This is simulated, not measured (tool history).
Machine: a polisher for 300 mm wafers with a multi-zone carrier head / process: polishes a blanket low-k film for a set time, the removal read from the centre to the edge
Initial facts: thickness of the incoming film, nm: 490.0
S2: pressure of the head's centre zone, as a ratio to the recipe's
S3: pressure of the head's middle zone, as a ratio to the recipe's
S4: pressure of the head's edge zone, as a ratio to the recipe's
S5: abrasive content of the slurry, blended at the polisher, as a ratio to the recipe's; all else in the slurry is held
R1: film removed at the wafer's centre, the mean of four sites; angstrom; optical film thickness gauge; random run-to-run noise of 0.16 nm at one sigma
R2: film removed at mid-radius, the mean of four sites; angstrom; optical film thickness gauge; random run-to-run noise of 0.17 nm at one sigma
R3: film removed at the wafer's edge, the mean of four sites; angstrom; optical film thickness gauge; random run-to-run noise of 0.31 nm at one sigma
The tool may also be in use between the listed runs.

Run 1, day 0: flow of slurry (ml/min) 190, S2 1, S3 1, S4 1, S5 1, polishing time (s) 73. Result: R1 393.4 angstrom, R2 414 angstrom, R3 405.38 angstrom.
Run 2, day 0.371: flow of slurry (ml/min) 190, S2 1, S3 1, S4 1, S5 1, polishing time (s) 89. Result: R1 487.03 angstrom, R2 504.15 angstrom, R3 490.74 angstrom.
Run 3, day 0.733: flow of slurry (ml/min) 180, S2 0.98, S3 0.96, S4 0.96, S5 0.85, polishing time (s) 79. Result: R1 397.81 angstrom, R2 402.89 angstrom, R3 397.8 angstrom.
Run 4, day 0.954: flow of slurry (ml/min) 180, S2 0.98, S3 0.96, S4 0.96, S5 0.7, polishing time (s) 79. Result: R1 359.98 angstrom, R2 367.23 angstrom, R3 372.53 angstrom.
Run 5, day 1.188: flow of slurry (ml/min) 180, S2 0.98, S3 0.96, S4 0.96, S5 0.85, polishing time (s) 79. Result: R1 390.88 angstrom, R2 405.73 angstrom, R3 398.02 angstrom.
Run 6, day 1.379: flow of slurry (ml/min) 175, S2 0.97, S3 0.94, S4 0.95, S5 0.75, polishing time (s) 71. Result: R1 328.77 angstrom, R2 337.74 angstrom, R3 327.13 angstrom.

Run 7 is up next; what results do you expect?
Run 7, day 1.592: flow of slurry (ml/min) 175, S2 0.97, S3 0.94, S4 0.95, S5 0.75, polishing time (s) 71. Result: R1 ?, R2 ?, R3 ?.

{"run 7": {"R1": 330.13, "R2": 336.67, "R3": 330.92}}
